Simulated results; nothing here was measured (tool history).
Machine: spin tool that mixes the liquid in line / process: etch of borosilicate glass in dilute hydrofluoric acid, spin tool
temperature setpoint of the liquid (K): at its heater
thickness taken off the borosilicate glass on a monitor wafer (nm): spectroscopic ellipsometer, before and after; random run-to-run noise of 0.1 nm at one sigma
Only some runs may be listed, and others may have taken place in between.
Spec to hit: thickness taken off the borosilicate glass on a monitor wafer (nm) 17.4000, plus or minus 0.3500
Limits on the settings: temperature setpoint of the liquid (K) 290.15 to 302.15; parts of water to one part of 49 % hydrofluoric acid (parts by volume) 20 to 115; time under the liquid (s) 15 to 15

run	hour	temperature setpoint of the liquid (K)	parts of water to one part of 49 % hydrofluoric acid (parts by volume)	time under the liquid (s)	thickness taken off the borosilicate glass on a monitor wafer (nm)
1	0.0	294.15	65	15	9.2125
2	7.1	291.65	65	15	8.3178
3	11.5	291.65	50	15	11.0000
4	17.7	294.15	50	15	12.1900
5	21.6	296.15	50	15	13.1480
6	23.3	296.15	50	15	13.1810
7	29.7	297.65	50	15	14.0460
8	37.9	298.65	50	15	14.6150
9	42.7	299.65	50	15	15.2700
# hour 49.9: thermometer replaced
10	49.9	300.15	50	15	14.1090
11	54.5	300.65	50	15	14.4660

4 candidate next runs follow, results not yet known. Just one meets every target within its allowed miss. Identify it.
A	59.1	302.15	40	15	?
B	59.1	301.15	45	15	?
C	59.1	299.15	40	15	?
D	59.1	300.65	45	15	?

move	thickness taken off the borosilicate glass on a monitor wafer (nm)
A	19.5210
B	16.5480
C	17.2930
D	16.2190
A: takes the result that was furthest off past its target
B: moves toward the targets from the last run without getting all of them in spec
C: each result inside its tolerance
D: moves toward the targets from the last run without getting all of them in spec
The right move is C.

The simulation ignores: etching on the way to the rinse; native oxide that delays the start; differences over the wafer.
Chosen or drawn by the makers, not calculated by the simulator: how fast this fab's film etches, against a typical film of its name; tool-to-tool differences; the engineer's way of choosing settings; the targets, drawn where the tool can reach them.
